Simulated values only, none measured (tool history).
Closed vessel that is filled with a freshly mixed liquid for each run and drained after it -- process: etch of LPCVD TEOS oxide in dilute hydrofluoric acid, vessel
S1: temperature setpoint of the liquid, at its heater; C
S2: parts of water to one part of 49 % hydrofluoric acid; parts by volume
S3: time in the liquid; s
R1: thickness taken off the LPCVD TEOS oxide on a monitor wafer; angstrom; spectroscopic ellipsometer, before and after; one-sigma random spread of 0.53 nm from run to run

run    day    S1   S2   S3      R1
  1      0    26  170  105  298.55
  2  0.062    23  170  105  263.99
  3  0.254    23  120  105  397.79
  4  0.638    26  115  105  466.97
  5   0.75    26  150  105  338.81
  6  0.796    26  120  105  442.09
  7  0.946  28.5  115  105  508.28
  8  1.208    30  110  105  567.97

Predict the results of run 9:
  9  1.388  31  110  105   ?

R1: 591.45 angstrom
